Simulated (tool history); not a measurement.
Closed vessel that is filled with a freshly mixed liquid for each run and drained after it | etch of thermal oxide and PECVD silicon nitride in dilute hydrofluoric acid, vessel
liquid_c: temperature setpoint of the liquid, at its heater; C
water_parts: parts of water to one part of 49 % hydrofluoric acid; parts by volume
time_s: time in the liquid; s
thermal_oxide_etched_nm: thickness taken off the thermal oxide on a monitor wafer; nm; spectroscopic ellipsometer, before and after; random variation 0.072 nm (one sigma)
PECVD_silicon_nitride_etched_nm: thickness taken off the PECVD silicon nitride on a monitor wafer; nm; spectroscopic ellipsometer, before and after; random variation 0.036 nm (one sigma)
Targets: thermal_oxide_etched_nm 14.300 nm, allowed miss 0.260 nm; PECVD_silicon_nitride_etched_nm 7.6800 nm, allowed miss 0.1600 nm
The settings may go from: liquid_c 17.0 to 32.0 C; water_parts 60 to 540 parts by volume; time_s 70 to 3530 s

run	day	liquid_c	water_parts	time_s	thermal_oxide_etched_nm	PECVD_silicon_nitride_etched_nm
1	0.000	24.0	300	1800	22.596	14.4190
2	0.038	22.5	305	1775	20.895	12.8390
3	0.146	22.5	395	1775	14.885	9.8510
4	0.421	22.5	395	1295	10.765	7.2158
5	0.467	21.5	370	1260	11.135	7.0301
6	0.508	21.0	350	1225	11.444	7.0817
7	0.738	20.5	330	1190	11.767	6.9782
8	0.896	20.5	315	1160	12.088	7.1224
9	1.062	20.5	300	1135	12.726	7.3501
10	1.329	20.5	290	1115	13.024	7.4063
11	1.417	20.5	280	1100	13.612	7.6513
12	1.583	20.5	275	1090	13.713	7.6413

Which of these 4 next moves meets every target?
A	1.750	18.5	340	1505	?	?
B	1.750	18.0	240	1120	?	?
C	1.750	20.5	235	940	?	?
D	1.750	19.5	355	1455	?	?

move	thermal_oxide_etched_nm	PECVD_silicon_nitride_etched_nm
A	13.322	7.5702
B	15.032	7.6121
C	14.239	7.6754
D	12.628	7.4807
A: further off than the last run
B: takes the result that was furthest off past its target
C: meets every target
D: further off than the last run
Move C is the one to make.
